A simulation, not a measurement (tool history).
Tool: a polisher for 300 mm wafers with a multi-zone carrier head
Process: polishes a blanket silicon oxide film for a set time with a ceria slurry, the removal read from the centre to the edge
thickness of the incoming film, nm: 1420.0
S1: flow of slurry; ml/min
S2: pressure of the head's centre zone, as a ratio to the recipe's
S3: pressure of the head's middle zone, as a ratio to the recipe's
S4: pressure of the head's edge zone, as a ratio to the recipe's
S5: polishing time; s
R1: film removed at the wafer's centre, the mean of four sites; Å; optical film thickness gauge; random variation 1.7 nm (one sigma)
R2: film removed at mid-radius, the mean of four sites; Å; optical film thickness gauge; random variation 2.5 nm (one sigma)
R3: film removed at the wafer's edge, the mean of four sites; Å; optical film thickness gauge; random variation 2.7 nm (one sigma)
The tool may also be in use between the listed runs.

run    day   S1    S2    S3    S4  S5      R1      R2      R3
  1      0  215     1     1     1  53  2151.5  2146.7  2188.2
  2  0.121  230  1.03  1.01  1.01  53  2264.1  2174.6  2171.8
  3  0.254  240  1.05  1.01  1.03  54  2315.7  2284.9    2260
  4  0.621  240  1.11  1.01  1.03  54  2475.3  2263.4  2275.9
  5  0.762  240  1.11  1.01  1.03  41  1882.6  1695.6  1749.9
  6  1.133  240  1.04  1.01  1.03  41  1771.7  1710.4  1738.9
  7  1.196  245  1.08  1.01  1.04  44    1954  1816.4  1888.4
  8  1.554  255  1.11  1.02  1.05  46  2129.2  1939.4  1984.2
  9  1.746  270  1.13  1.03  1.07  47  2235.4  2001.6  2039.4
 10  1.879  280  1.14  1.05  1.09  48  2316.5  2089.6  2071.2
 11  2.012  280  1.15  1.05   1.1  49  2380.1  2168.3  2119.5
 12  2.346  285  1.16  1.05  1.11  50  2437.8  2217.3  2203.2

The next listed run, before its measurement:
 13  2.521  290  1.17  1.05  1.11  50   ?   ?   ?

Run 13 gave R1 2453.5 Å, R2 2218.2 Å, R3 2207.6 Å.
